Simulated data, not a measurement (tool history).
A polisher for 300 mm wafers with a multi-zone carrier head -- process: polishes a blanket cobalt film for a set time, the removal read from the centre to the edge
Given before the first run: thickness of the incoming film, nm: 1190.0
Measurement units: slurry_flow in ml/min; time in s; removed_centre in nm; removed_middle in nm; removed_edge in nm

run  hour  slurry_flow  centre_zone  middle_zone  edge_zone  time  removed_centre  removed_middle  removed_edge
  1   0.0          120         1.00         1.00       1.00    67          277.18          266.42        278.92
  2   7.5          130         1.00         0.98       1.04    68          288.98          273.03        297.78
  3  12.7          140         1.01         0.96       1.07    68          298.36          275.22        313.54
  4  15.2          140         1.01         0.96       1.07    55          239.20          219.84        245.87
  5  16.9          140         1.06         0.96       1.07    55          254.52          223.73        239.17
  6  24.5          145         1.06         0.95       1.10    58          271.88          238.61        269.62
  7  32.1          150         1.06         0.94       1.12    60          280.09          240.52        273.47

The next listed run, before its measurement:
  8  35.9          150         1.05         0.93       1.13    63               ?               ?             ?

For run 8 the tool returned removed_centre 292.43 nm, removed_middle 250.01 nm, removed_edge 289.38 nm.

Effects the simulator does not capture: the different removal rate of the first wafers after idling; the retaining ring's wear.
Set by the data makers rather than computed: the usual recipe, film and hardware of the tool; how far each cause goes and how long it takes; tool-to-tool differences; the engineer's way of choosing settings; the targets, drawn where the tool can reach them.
